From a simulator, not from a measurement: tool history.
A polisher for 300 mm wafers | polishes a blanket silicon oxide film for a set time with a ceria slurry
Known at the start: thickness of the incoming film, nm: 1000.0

run,hour,flow of slurry (ml/min),pressure of the wafer on the pad (kPa),speed of the pad under the wafer (cm/s),polishing time (s),film removed (nm)
1,0.0,320,25.5,90,45,208.45
2,7.7,320,23.4,90,45,188.61
3,13.8,320,23.4,90,47,199.27
4,18.9,385,23.4,90,47,199.18
5,21.2,385,23.4,108,47,244.90
6,28.9,385,23.4,108,47,243.32
7,31.7,385,21.4,106,47,214.90
8,39.4,385,19.3,106,47,197.25
9,45.7,385,17.9,106,47,181.83
10,53.7,385,16.5,106,47,166.18
11,58.2,385,15.9,106,47,160.28
12,59.7,385,11.7,104,47,120.07
13,64.1,385,12.4,104,47,128.35
14,67.1,385,12.4,104,47,125.55

Run 15 comes next. What will it give?
15,72.8,385,12.4,104,47,?

film removed (nm): 124.64

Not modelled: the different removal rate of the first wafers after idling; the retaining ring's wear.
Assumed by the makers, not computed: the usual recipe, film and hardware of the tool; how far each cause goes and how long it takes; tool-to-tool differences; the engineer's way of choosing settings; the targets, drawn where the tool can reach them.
